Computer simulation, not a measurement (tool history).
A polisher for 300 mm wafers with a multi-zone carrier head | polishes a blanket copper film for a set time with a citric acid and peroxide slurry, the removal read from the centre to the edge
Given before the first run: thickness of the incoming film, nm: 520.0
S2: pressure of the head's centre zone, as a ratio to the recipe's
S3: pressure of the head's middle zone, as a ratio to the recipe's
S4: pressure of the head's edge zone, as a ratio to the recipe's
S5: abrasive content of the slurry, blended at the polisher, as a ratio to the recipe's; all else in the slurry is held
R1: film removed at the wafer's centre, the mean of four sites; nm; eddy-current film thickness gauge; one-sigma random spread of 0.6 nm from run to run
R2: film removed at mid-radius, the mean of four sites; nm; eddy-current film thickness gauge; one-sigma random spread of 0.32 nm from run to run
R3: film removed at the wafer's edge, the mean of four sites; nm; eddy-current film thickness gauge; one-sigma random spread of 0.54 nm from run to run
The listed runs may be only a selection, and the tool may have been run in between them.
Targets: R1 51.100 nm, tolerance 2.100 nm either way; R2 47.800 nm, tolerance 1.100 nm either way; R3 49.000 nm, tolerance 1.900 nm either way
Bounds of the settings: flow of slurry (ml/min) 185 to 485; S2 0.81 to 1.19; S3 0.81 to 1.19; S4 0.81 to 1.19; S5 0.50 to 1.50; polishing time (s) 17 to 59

Run 1, hour 0.0: flow of slurry (ml/min) 310, S2 1.00, S3 1.00, S4 1.00, S5 1.00, polishing time (s) 38. Result: R1 69.133 nm, R2 69.675 nm, R3 68.360 nm.
Run 2, hour 6.5: flow of slurry (ml/min) 275, S2 1.00, S3 1.00, S4 1.00, S5 1.00, polishing time (s) 38. Result: R1 68.318 nm, R2 68.430 nm, R3 66.599 nm.
Run 3, hour 11.9: flow of slurry (ml/min) 275, S2 0.97, S3 1.00, S4 1.00, S5 1.00, polishing time (s) 38. Result: R1 67.204 nm, R2 68.486 nm, R3 67.680 nm.
Run 4, hour 14.4: flow of slurry (ml/min) 275, S2 0.97, S3 1.06, S4 1.00, S5 1.00, polishing time (s) 38. Result: R1 67.147 nm, R2 71.992 nm, R3 66.868 nm.
Run 5, hour 22.8: flow of slurry (ml/min) 275, S2 1.02, S3 1.06, S4 1.00, S5 1.00, polishing time (s) 38. Result: R1 70.944 nm, R2 71.214 nm, R3 67.941 nm.
Run 6, hour 24.3: flow of slurry (ml/min) 260, S2 1.01, S3 1.00, S4 0.97, S5 0.85, polishing time (s) 37. Result: R1 65.029 nm, R2 62.720 nm, R3 60.749 nm.
Run 7, hour 32.9: flow of slurry (ml/min) 250, S2 0.98, S3 0.95, S4 0.95, S5 0.75, polishing time (s) 37. Result: R1 59.306 nm, R2 58.650 nm, R3 57.886 nm.
Run 8, hour 33.7: flow of slurry (ml/min) 240, S2 0.98, S3 0.92, S4 0.93, S5 0.70, polishing time (s) 37. Result: R1 57.734 nm, R2 55.322 nm, R3 55.999 nm.

5 candidate next runs follow, results not yet known. Just one meets every target within its allowed miss. Identify it.
Run A, hour 34.5: flow of slurry (ml/min) 250, S2 0.95, S3 0.92, S4 1.03, S5 0.60, polishing time (s) 35. Result: R1 ?, R2 ?, R3 ?.
Run B, hour 34.5: flow of slurry (ml/min) 240, S2 1.05, S3 0.99, S4 0.84, S5 0.60, polishing time (s) 32. Result: R1 ?, R2 ?, R3 ?.
Run C, hour 34.5: flow of slurry (ml/min) 220, S2 1.15, S3 0.92, S4 0.86, S5 0.65, polishing time (s) 32. Result: R1 ?, R2 ?, R3 ?.
Run D, hour 34.5: flow of slurry (ml/min) 320, S2 1.12, S3 1.05, S4 0.81, S5 0.65, polishing time (s) 36. Result: R1 ?, R2 ?, R3 ?.
Run E, hour 34.5: flow of slurry (ml/min) 185, S2 0.95, S3 0.89, S4 0.86, S5 0.70, polishing time (s) 34. Result: R1 ?, R2 ?, R3 ?.

move      R1      R2      R3
   A  52.032  49.832  52.867
   B  51.736  48.194  43.741
   C  56.864  45.964  45.024
   D  65.583  60.346  50.869
   E  50.606  47.413  48.044
A: better than the last run, though not everything is in spec
B: the worst result of the last run now meets its target, but another is out of spec
C: carries the result that was furthest off beyond its target, to the other side
D: further off than the last run
E: meets every target
Correct choice: E, which meets every target
